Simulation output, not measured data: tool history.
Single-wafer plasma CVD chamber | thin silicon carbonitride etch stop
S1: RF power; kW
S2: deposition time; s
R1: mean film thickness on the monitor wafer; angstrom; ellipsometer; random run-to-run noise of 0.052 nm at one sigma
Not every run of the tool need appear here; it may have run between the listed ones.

| run | hour | S1 | S2 | R1 |
|---|---|---|---|---|
| 1 | 0.0 | 0.180 | 16.9 | 98.123 |
| 2 | 6.1 | 0.180 | 19.0 | 110.890 |
| 3 | 9.9 | 0.190 | 19.0 | 112.980 |
| 4 | 13.9 | 0.200 | 19.5 | 118.440 |
|  | 18.1 | thermocouple changed; heater temperature recalibrated |
| 5 | 18.1 | 0.180 | 19.5 | 114.530 |
| 6 | 26.5 | 0.180 | 17.1 | 99.746 |
| 7 | 30.8 | 0.190 | 18.3 | 108.950 |

Estimate the outcome of run 8 from the log above:
| 8 | 34.8 | 0.200 | 19.0 | ? |

{"run 8": {"R1": 115.48}}
